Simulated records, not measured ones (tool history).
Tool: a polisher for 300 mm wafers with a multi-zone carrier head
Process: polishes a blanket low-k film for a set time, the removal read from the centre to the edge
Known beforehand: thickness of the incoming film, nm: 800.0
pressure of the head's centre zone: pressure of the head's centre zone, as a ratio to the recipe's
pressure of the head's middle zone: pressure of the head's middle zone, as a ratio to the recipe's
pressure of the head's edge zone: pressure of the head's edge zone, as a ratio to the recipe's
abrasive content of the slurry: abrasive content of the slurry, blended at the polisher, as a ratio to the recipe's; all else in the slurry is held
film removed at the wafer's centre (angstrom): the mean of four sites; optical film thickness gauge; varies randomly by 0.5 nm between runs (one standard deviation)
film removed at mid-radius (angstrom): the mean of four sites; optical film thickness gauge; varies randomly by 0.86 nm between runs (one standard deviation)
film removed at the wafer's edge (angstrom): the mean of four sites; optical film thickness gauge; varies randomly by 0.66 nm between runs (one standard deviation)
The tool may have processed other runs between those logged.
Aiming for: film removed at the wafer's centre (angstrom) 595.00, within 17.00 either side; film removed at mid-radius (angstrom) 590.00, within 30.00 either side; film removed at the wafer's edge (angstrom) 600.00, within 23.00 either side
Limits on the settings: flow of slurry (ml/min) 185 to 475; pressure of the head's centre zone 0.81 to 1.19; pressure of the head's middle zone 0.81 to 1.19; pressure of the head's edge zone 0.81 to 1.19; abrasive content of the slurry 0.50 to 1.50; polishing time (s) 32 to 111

| run | hour | flow of slurry (ml/min) | pressure of the head's centre zone | pressure of the head's middle zone | pressure of the head's edge zone | abrasive content of the slurry | polishing time (s) | film removed at the wafer's centre (angstrom) | film removed at mid-radius (angstrom) | film removed at the wafer's edge (angstrom) |
|---|---|---|---|---|---|---|---|---|---|---|
| 1 | 0.0 | 305 | 1.00 | 1.00 | 1.00 | 1.00 | 71 | 442.10 | 444.91 | 437.96 |
| 2 | 1.4 | 305 | 1.00 | 1.00 | 1.00 | 1.05 | 71 | 442.63 | 445.34 | 444.43 |
| 3 | 8.5 | 305 | 1.00 | 1.00 | 1.04 | 1.05 | 71 | 445.32 | 458.25 | 455.84 |
| 4 | 11.1 | 365 | 1.00 | 1.00 | 1.04 | 1.05 | 71 | 459.80 | 467.53 | 458.27 |
| 5 | 12.8 | 365 | 1.00 | 1.00 | 0.98 | 1.05 | 71 | 459.49 | 459.59 | 456.26 |
| 6 | 17.5 | 365 | 1.00 | 0.95 | 0.98 | 1.05 | 71 | 450.65 | 431.11 | 451.86 |
| 7 | 24.2 | 360 | 1.01 | 0.96 | 1.00 | 1.20 | 72 | 491.34 | 457.30 | 495.00 |
| 8 | 31.2 | 360 | 1.02 | 1.00 | 1.02 | 1.30 | 73 | 513.68 | 511.04 | 519.61 |
| 9 | 38.0 | 365 | 1.03 | 1.01 | 1.04 | 1.35 | 74 | 537.41 | 506.83 | 537.63 |
| 10 | 43.2 | 370 | 1.03 | 1.03 | 1.05 | 1.40 | 75 | 549.37 | 561.42 | 543.92 |
| 11 | 49.1 | 370 | 1.03 | 1.02 | 1.06 | 1.45 | 76 | 557.06 | 559.32 | 564.92 |
| 12 | 57.6 | 375 | 1.03 | 1.02 | 1.06 | 1.45 | 77 | 577.74 | 553.76 | 576.76 |

Which of these 5 next moves meets every target?
| A | 66.1 | 350 | 1.04 | 1.02 | 1.10 | 1.40 | 81 | ? | ? | ? |
| B | 66.1 | 420 | 1.15 | 1.08 | 1.01 | 1.45 | 76 | ? | ? | ? |
| C | 66.1 | 395 | 1.10 | 1.08 | 1.02 | 1.45 | 75 | ? | ? | ? |
| D | 66.1 | 350 | 0.98 | 1.07 | 0.99 | 0.95 | 99 | ? | ? | ? |
| E | 66.1 | 400 | 1.04 | 1.02 | 1.00 | 1.15 | 85 | ? | ? | ? |

| move | film removed at the wafer's centre (angstrom) | film removed at mid-radius (angstrom) | film removed at the wafer's edge (angstrom) |
|---|---|---|---|
| A | 592.74 | 575.48 | 597.53 |
| B | 632.95 | 581.62 | 549.40 |
| C | 594.25 | 571.47 | 542.82 |
| D | 596.10 | 640.04 | 605.07 |
| E | 588.96 | 571.24 | 564.33 |
A: all results in spec
B: the worst result of the last run now meets its target, but another is out of spec
C: the worst result of the last run now meets its target, but another is out of spec
D: the result that was furthest off in the last run now lies on the other side of its target
E: the worst result of the last run now meets its target, but another is out of spec
So the answer is move A, the one that meets all the targets.
